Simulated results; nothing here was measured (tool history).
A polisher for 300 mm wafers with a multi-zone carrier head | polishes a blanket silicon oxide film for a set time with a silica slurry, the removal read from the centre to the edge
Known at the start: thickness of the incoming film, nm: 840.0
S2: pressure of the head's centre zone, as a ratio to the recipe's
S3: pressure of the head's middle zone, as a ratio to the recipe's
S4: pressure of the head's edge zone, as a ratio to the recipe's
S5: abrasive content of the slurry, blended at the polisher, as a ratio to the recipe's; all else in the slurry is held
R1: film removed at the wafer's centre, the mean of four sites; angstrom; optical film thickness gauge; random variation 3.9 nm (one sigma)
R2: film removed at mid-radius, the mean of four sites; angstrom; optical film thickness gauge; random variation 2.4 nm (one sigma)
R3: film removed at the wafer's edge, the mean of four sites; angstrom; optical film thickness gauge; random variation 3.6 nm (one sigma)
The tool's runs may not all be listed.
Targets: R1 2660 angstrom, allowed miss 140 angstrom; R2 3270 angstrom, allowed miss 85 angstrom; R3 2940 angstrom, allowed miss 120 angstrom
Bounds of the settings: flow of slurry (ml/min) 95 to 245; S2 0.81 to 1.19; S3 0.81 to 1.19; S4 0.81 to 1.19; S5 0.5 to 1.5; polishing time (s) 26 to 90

{"run": 1, "hour": 0.0, "flow of slurry (ml/min)": 155, "S2": 1, "S3": 1, "S4": 1, "S5": 1, "polishing time (s)": 58, "R1": 2725, "R2": 2676.5, "R3": 2689.1}
{"run": 2, "hour": 4.2, "flow of slurry (ml/min)": 155, "S2": 1, "S3": 1, "S4": 1, "S5": 1, "polishing time (s)": 70, "R1": 3289.7, "R2": 3263, "R3": 3259}
{"run": 3, "hour": 10.7, "flow of slurry (ml/min)": 145, "S2": 0.96, "S3": 1.02, "S4": 0.98, "S5": 1, "polishing time (s)": 70, "R1": 3043, "R2": 3288.2, "R3": 3131.9}
{"run": 4, "hour": 19.0, "flow of slurry (ml/min)": 125, "S2": 0.96, "S3": 1.02, "S4": 0.98, "S5": 1, "polishing time (s)": 70, "R1": 2973.8, "R2": 3192.6, "R3": 3130.4}
{"run": 5, "hour": 21.8, "flow of slurry (ml/min)": 125, "S2": 0.96, "S3": 1.02, "S4": 0.94, "S5": 1, "polishing time (s)": 70, "R1": 3011, "R2": 3204.1, "R3": 3050.7}
{"run": 6, "hour": 25.6, "flow of slurry (ml/min)": 125, "S2": 1.02, "S3": 1.02, "S4": 0.94, "S5": 1, "polishing time (s)": 70, "R1": 3219.7, "R2": 3190.1, "R3": 3060.6}
{"run": 7, "hour": 28.2, "flow of slurry (ml/min)": 120, "S2": 0.99, "S3": 1.03, "S4": 0.94, "S5": 1, "polishing time (s)": 70, "R1": 2993.5, "R2": 3197.2, "R3": 3075.9}
{"run": 8, "hour": 28.9, "flow of slurry (ml/min)": 120, "S2": 0.97, "S3": 1.04, "S4": 0.93, "S5": 1, "polishing time (s)": 70, "R1": 3021.1, "R2": 3189.2, "R3": 3017.2}
{"run": 9, "hour": 35.3, "flow of slurry (ml/min)": 115, "S2": 0.94, "S3": 1.06, "S4": 0.93, "S5": 1, "polishing time (s)": 70, "R1": 2910.8, "R2": 3234.3, "R3": 3011.6}
{"run": 10, "hour": 43.4, "flow of slurry (ml/min)": 115, "S2": 0.92, "S3": 1.07, "S4": 0.93, "S5": 1, "polishing time (s)": 70, "R1": 2823.9, "R2": 3251.5, "R3": 3018.4}
{"run": 11, "hour": 44.4, "flow of slurry (ml/min)": 115, "S2": 0.92, "S3": 1.07, "S4": 0.93, "S5": 1, "polishing time (s)": 70, "R1": 2859.2, "R2": 3271.6, "R3": 3021}

Which of these 5 next moves meets every target?
{"run": "A", "hour": 45.4, "flow of slurry (ml/min)": 95, "S2": 0.88, "S3": 1.09, "S4": 0.88, "S5": 1.1, "polishing time (s)": 68, "R1": "?", "R2": "?", "R3": "?"}
{"run": "B", "hour": 45.4, "flow of slurry (ml/min)": 110, "S2": 0.91, "S3": 1.06, "S4": 0.98, "S5": 0.85, "polishing time (s)": 75, "R1": "?", "R2": "?", "R3": "?"}
{"run": "C", "hour": 45.4, "flow of slurry (ml/min)": 150, "S2": 0.96, "S3": 1.19, "S4": 0.83, "S5": 0.95, "polishing time (s)": 67, "R1": "?", "R2": "?", "R3": "?"}
{"run": "D", "hour": 45.4, "flow of slurry (ml/min)": 135, "S2": 1.05, "S3": 1.14, "S4": 0.9, "S5": 1, "polishing time (s)": 66, "R1": "?", "R2": "?", "R3": "?"}
{"run": "E", "hour": 45.4, "flow of slurry (ml/min)": 195, "S2": 1.02, "S3": 1.08, "S4": 0.88, "S5": 1.15, "polishing time (s)": 55, "R1": "?", "R2": "?", "R3": "?"}

move=A R1=2638.3 R2=3266 R3=2991.1
move=B R1=2631 R2=3060.4 R3=2990.4
move=C R1=2871.3 R2=3465.4 R3=2788.2
move=D R1=3134.6 R2=3337.8 R3=2909
move=E R1=2937.9 R2=3055.2 R3=2718.6
A: meets every target
B: brings the result that was furthest off to its target, and leaves another outside
C: further off than the last run
D: further off than the last run
E: further off than the last run
Answer: A
